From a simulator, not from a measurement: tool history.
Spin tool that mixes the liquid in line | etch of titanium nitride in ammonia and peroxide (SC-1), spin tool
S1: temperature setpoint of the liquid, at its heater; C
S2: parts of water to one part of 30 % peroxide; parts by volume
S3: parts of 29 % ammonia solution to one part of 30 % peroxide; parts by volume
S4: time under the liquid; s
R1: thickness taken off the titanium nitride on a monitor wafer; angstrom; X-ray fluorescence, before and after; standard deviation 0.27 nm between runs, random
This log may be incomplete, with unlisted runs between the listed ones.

Run 1, hour 0.0: S1 63.0 C, S2 7.0 parts by volume, S3 0.85 parts by volume, S4 305 s. Result: R1 434.54 angstrom.
Run 2, hour 3.7: S1 69.5 C, S2 7.0 parts by volume, S3 0.85 parts by volume, S4 305 s. Result: R1 651.56 angstrom.
Run 3, hour 10.9: S1 69.0 C, S2 7.0 parts by volume, S3 0.85 parts by volume, S4 305 s. Result: R1 635.74 angstrom.
Run 4, hour 11.7: S1 68.5 C, S2 7.0 parts by volume, S3 0.85 parts by volume, S4 305 s. Result: R1 613.23 angstrom.
Run 5, hour 18.6: S1 70.0 C, S2 7.0 parts by volume, S3 0.85 parts by volume, S4 305 s. Result: R1 672.05 angstrom.
Run 6, hour 23.5: S1 69.0 C, S2 7.0 parts by volume, S3 0.85 parts by volume, S4 305 s. Result: R1 629.27 angstrom.

Forecast run 7:
Run 7, hour 26.7: S1 68.5 C, S2 7.0 parts by volume, S3 0.85 parts by volume, S4 305 s. Result: R1 ?.

{"run 7": {"R1": 615.92}}
